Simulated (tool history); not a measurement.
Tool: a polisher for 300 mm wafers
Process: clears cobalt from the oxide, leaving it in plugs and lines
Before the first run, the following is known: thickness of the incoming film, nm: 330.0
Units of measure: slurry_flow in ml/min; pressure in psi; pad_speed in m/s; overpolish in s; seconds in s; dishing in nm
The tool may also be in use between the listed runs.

run	hour	slurry_flow	pressure	pad_speed	overpolish	seconds	dishing
1	0	205	1.9	0.82	19	79.03	34.724
2	8	205	1.9	0.9	19	71.331	36.862
3	10.8	200	1.6	0.78	21	94.69	33.832
4	19.1	180	1.4	0.68	22	132.22	31.939
5	20.5	180	1.9	0.68	22	97.566	34.566
6	24.3	180	2.1	0.68	22	86.95	36.207
7	32.8	175	1.8	0.62	22	111.47	33.121
8	39.9	170	1.6	0.58	22	134.76	30.646

Run 9 is up next; what results do you expect?
9	40.6	165	1.4	0.56	23	?	?

{"run 9": {"seconds": 160.47, "dishing": 29.939}}
